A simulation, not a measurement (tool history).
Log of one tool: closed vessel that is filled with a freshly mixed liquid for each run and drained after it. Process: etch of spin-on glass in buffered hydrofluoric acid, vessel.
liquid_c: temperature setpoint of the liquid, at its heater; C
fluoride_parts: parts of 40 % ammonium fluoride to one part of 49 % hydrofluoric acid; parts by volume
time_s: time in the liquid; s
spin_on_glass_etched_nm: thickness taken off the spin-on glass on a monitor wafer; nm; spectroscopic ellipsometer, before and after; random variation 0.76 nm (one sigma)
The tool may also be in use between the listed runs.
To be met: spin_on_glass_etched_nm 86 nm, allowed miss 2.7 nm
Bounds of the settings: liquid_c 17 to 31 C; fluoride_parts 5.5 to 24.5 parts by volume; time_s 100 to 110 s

{"run": 1, "hour": 0.0, "liquid_c": 23, "fluoride_parts": 15, "time_s": 100, "spin_on_glass_etched_nm": 175.38}
{"run": 2, "hour": 3.5, "liquid_c": 23, "fluoride_parts": 15, "time_s": 110, "spin_on_glass_etched_nm": 190.33}
{"run": 3, "hour": 6.3, "liquid_c": 23, "fluoride_parts": 15, "time_s": 110, "spin_on_glass_etched_nm": 189.85}
{"run": 4, "hour": 14.6, "liquid_c": 23, "fluoride_parts": 17.5, "time_s": 110, "spin_on_glass_etched_nm": 162.5}
{"run": 5, "hour": 16.2, "liquid_c": 21, "fluoride_parts": 19, "time_s": 110, "spin_on_glass_etched_nm": 134.88}
{"run": 6, "hour": 18.4, "liquid_c": 20, "fluoride_parts": 20.5, "time_s": 110, "spin_on_glass_etched_nm": 119.47}
{"run": 7, "hour": 20.3, "liquid_c": 19, "fluoride_parts": 21.5, "time_s": 110, "spin_on_glass_etched_nm": 110.04}
{"run": 8, "hour": 22.9, "liquid_c": 18.5, "fluoride_parts": 22.5, "time_s": 110, "spin_on_glass_etched_nm": 103.22}
{"run": 9, "hour": 27.6, "liquid_c": 18, "fluoride_parts": 23, "time_s": 110, "spin_on_glass_etched_nm": 99.347}
{"run": 10, "hour": 29.1, "liquid_c": 17.5, "fluoride_parts": 23.5, "time_s": 110, "spin_on_glass_etched_nm": 93.292}
{"run": 11, "hour": 37.9, "liquid_c": 17.5, "fluoride_parts": 24, "time_s": 110, "spin_on_glass_etched_nm": 94.205}
{"run": 12, "hour": 41.4, "liquid_c": 17, "fluoride_parts": 24.5, "time_s": 110, "spin_on_glass_etched_nm": 88.008}
{"run": 13, "hour": 46.4, "liquid_c": 17.5, "fluoride_parts": 24.5, "time_s": 110, "spin_on_glass_etched_nm": 90.404}
{"run": 14, "hour": 53.6, "liquid_c": 17, "fluoride_parts": 24.5, "time_s": 110, "spin_on_glass_etched_nm": 87.812}
{"run": 15, "hour": 55.3, "liquid_c": 17.5, "fluoride_parts": 24.5, "time_s": 110, "spin_on_glass_etched_nm": 92.206}
{"run": 16, "hour": 63.1, "liquid_c": 17, "fluoride_parts": 24.5, "time_s": 110, "spin_on_glass_etched_nm": 90.734}

4 next moves are on the table. One of them brings every result within its allowed miss. Which?
{"run": "A", "hour": 70.9, "liquid_c": 17, "fluoride_parts": 24, "time_s": 105, "spin_on_glass_etched_nm": "?"}
{"run": "B", "hour": 70.9, "liquid_c": 18, "fluoride_parts": 24.5, "time_s": 110, "spin_on_glass_etched_nm": "?"}
{"run": "C", "hour": 70.9, "liquid_c": 18.5, "fluoride_parts": 24, "time_s": 105, "spin_on_glass_etched_nm": "?"}
{"run": "D", "hour": 70.9, "liquid_c": 17.5, "fluoride_parts": 22, "time_s": 110, "spin_on_glass_etched_nm": "?"}

move=A spin_on_glass_etched_nm=86.338
move=B spin_on_glass_etched_nm=94.413
move=C spin_on_glass_etched_nm=94.053
move=D spin_on_glass_etched_nm=98.85
A: meets every target
B: further off than the last run
C: further off than the last run
D: further off than the last run
The right move is A.

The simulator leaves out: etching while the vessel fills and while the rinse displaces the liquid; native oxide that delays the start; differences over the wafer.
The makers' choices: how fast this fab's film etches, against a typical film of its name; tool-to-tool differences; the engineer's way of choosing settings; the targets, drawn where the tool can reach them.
